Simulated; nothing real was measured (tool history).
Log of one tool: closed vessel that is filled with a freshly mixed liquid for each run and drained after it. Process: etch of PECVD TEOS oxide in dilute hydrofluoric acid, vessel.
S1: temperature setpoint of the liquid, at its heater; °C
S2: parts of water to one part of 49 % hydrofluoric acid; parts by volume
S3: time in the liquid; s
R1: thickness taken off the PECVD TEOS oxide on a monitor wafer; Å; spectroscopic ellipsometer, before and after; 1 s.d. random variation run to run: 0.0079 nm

Run 1, hour 0.0: S1 20.0 °C, S2 250 parts by volume, S3 35 s. Result: R1 13.035 Å.
Run 2, hour 7.3: S1 19.5 °C, S2 250 parts by volume, S3 35 s. Result: R1 12.858 Å.
Run 3, hour 14.7: S1 19.0 °C, S2 250 parts by volume, S3 35 s. Result: R1 12.578 Å.
Run 4, hour 21.1: S1 19.0 °C, S2 200 parts by volume, S3 35 s. Result: R1 16.329 Å.
Run 5, hour 24.2: S1 19.0 °C, S2 200 parts by volume, S3 35 s. Result: R1 16.241 Å.
Run 6, hour 33.1: S1 19.0 °C, S2 165 parts by volume, S3 35 s. Result: R1 20.407 Å.
Run 7, hour 38.7: S1 18.5 °C, S2 185 parts by volume, S3 35 s. Result: R1 17.622 Å.
Run 8, hour 41.3: S1 18.0 °C, S2 200 parts by volume, S3 35 s. Result: R1 15.598 Å.
Run 9, hour 48.9: S1 18.0 °C, S2 210 parts by volume, S3 35 s. Result: R1 14.846 Å.

Run 10 comes next. What will it give?
Run 10, hour 55.6: S1 18.0 °C, S2 220 parts by volume, S3 35 s. Result: R1 ?.

Run 10 gave R1 14.036 Å.
